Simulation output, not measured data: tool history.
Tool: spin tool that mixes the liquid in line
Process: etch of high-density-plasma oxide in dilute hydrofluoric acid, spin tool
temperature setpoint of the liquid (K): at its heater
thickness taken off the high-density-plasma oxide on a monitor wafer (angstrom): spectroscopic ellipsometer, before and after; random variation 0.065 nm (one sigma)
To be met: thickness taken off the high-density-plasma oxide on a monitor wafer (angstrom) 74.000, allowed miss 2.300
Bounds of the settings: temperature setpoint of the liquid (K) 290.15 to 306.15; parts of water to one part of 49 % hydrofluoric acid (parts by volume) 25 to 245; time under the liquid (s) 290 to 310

run  hour  temperature setpoint of the liquid (K)  parts of water to one part of 49 % hydrofluoric acid (parts by volume)  time under the liquid (s)  thickness taken off the high-density-plasma oxide on a monitor wafer (angstrom)
  1   0.0                                  298.15                                                                     135                        290                                                                          102.040
  2   3.3                                  298.15                                                                     105                        290                                                                          136.580
  3   5.9                                  298.15                                                                     130                        290                                                                          106.920
  4   8.8                                  296.65                                                                     130                        290                                                                           99.958
  5  12.3                                  296.65                                                                     130                        290                                                                           98.866
  6  13.6                                  296.65                                                                     130                        310                                                                          107.630
  7  20.3                                  295.65                                                                     130                        310                                                                          102.380
  8  27.0                                  294.65                                                                     130                        310                                                                           99.394

Which of these 5 next moves meets every target?
  A  33.7                                  296.15                                                                     165                        290                                                                                ?
  B  33.7                                  291.15                                                                      90                        295                                                                                ?
  C  33.7                                  292.15                                                                     165                        290                                                                                ?
  D  33.7                                  293.65                                                                      85                        310                                                                                ?
  E  33.7                                  298.15                                                                     110                        310                                                                                ?

move  thickness taken off the high-density-plasma oxide on a monitor wafer (angstrom)
   A                                                                           74.669
   B                                                                          123.590
   C                                                                           63.875
   D                                                                          153.470
   E                                                                          137.880
A: meets every target
B: further off than the last run
C: takes the result that was furthest off past its target
D: further off than the last run
E: further off than the last run
Answer: A
